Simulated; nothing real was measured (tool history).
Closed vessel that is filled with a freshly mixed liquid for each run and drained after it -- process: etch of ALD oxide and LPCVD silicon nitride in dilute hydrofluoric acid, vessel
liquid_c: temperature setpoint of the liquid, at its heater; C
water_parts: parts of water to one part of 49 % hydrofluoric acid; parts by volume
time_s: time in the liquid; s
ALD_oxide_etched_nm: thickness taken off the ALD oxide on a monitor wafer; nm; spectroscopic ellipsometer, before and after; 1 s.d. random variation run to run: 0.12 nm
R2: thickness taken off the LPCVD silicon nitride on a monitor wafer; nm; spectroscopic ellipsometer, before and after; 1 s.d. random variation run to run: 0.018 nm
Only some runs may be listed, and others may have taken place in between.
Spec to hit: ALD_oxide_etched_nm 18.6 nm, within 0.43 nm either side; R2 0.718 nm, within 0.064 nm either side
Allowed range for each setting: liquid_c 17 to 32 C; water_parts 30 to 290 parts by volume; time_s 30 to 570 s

{"run": 1, "hour": 0.0, "liquid_c": 24, "water_parts": 160, "time_s": 290, "ALD_oxide_etched_nm": 24.575, "R2": 0.94632}
{"run": 2, "hour": 4.9, "liquid_c": 27, "water_parts": 160, "time_s": 290, "ALD_oxide_etched_nm": 27.488, "R2": 1.2212}
{"run": 3, "hour": 10.7, "liquid_c": 26, "water_parts": 165, "time_s": 290, "ALD_oxide_etched_nm": 25.49, "R2": 1.0604}
{"run": 4, "hour": 16.5, "liquid_c": 29, "water_parts": 165, "time_s": 290, "ALD_oxide_etched_nm": 28.555, "R2": 1.3203}
{"run": 5, "hour": 23.8, "liquid_c": 29, "water_parts": 205, "time_s": 290, "ALD_oxide_etched_nm": 21.495, "R2": 1.0336}
{"run": 6, "hour": 32.0, "liquid_c": 29, "water_parts": 155, "time_s": 290, "ALD_oxide_etched_nm": 30.723, "R2": 1.3583}
{"run": 7, "hour": 38.5, "liquid_c": 27, "water_parts": 160, "time_s": 290, "ALD_oxide_etched_nm": 27.25, "R2": 1.1477}
{"run": 8, "hour": 39.7, "liquid_c": 26, "water_parts": 165, "time_s": 295, "ALD_oxide_etched_nm": 25.9, "R2": 1.102}
{"run": 9, "hour": 45.8, "liquid_c": 25, "water_parts": 170, "time_s": 295, "ALD_oxide_etched_nm": 24.123, "R2": 0.97505}
{"run": 10, "hour": 51.6, "liquid_c": 24.5, "water_parts": 175, "time_s": 295, "ALD_oxide_etched_nm": 22.904, "R2": 0.92198}
{"run": 11, "hour": 59.6, "liquid_c": 20.5, "water_parts": 195, "time_s": 300, "ALD_oxide_etched_nm": 17.598, "R2": 0.62062}
{"run": 12, "hour": 65.6, "liquid_c": 21, "water_parts": 195, "time_s": 300, "ALD_oxide_etched_nm": 17.699, "R2": 0.66314}

4 next moves are on the table. One of them brings every result within its allowed miss. Which?
{"run": "A", "hour": 71.6, "liquid_c": 19.5, "water_parts": 150, "time_s": 230, "ALD_oxide_etched_nm": "?", "R2": "?"}
{"run": "B", "hour": 71.6, "liquid_c": 24.5, "water_parts": 150, "time_s": 180, "ALD_oxide_etched_nm": "?", "R2": "?"}
{"run": "C", "hour": 71.6, "liquid_c": 21, "water_parts": 255, "time_s": 370, "ALD_oxide_etched_nm": "?", "R2": "?"}
{"run": "D", "hour": 71.6, "liquid_c": 21.5, "water_parts": 185, "time_s": 290, "ALD_oxide_etched_nm": "?", "R2": "?"}

move=A ALD_oxide_etched_nm=17.449 R2=0.6001
move=B ALD_oxide_etched_nm=16.597 R2=0.65214
move=C ALD_oxide_etched_nm=15.772 R2=0.63563
move=D ALD_oxide_etched_nm=18.609 R2=0.70385
A: the biggest miss grows against the last run
B: the biggest miss grows against the last run
C: the biggest miss grows against the last run
D: meets every target
Correct choice: D, which meets every target
